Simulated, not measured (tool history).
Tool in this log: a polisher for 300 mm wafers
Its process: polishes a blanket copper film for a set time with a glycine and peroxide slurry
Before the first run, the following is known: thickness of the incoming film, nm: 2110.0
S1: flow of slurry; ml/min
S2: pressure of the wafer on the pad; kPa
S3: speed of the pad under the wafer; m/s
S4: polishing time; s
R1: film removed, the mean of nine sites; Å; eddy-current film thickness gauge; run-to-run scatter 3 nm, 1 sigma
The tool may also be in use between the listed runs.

run 1 day=0 | S1=235 S2=15.2 S3=0.98 S4=53 | R1=2690
run 2 day=0.154 | S1=235 S2=12.4 S3=0.98 S4=53 | R1=2336.3
run 3 day=0.208 | S1=195 S2=12.4 S3=0.98 S4=53 | R1=2302.7
run 4 day=0.508 | S1=195 S2=12.4 S3=0.82 S4=53 | R1=2030.2
run 5 day=0.671 | S1=195 S2=13.8 S3=0.84 S4=53 | R1=2210.5
run 6 day=0.904 | S1=195 S2=15.2 S3=0.86 S4=53 | R1=2451.8
run 7 day=0.975 | S1=195 S2=15.9 S3=0.86 S4=53 | R1=2492.3
run 8 day=1.158 | S1=195 S2=16.5 S3=0.88 S4=53 | R1=2612.4

What does the tool deliver on the next run?
run 9 day=1.312 | S1=195 S2=16.5 S3=0.88 S4=53 | R1=?

For run 9 the tool returned R1 2649.6 Å.

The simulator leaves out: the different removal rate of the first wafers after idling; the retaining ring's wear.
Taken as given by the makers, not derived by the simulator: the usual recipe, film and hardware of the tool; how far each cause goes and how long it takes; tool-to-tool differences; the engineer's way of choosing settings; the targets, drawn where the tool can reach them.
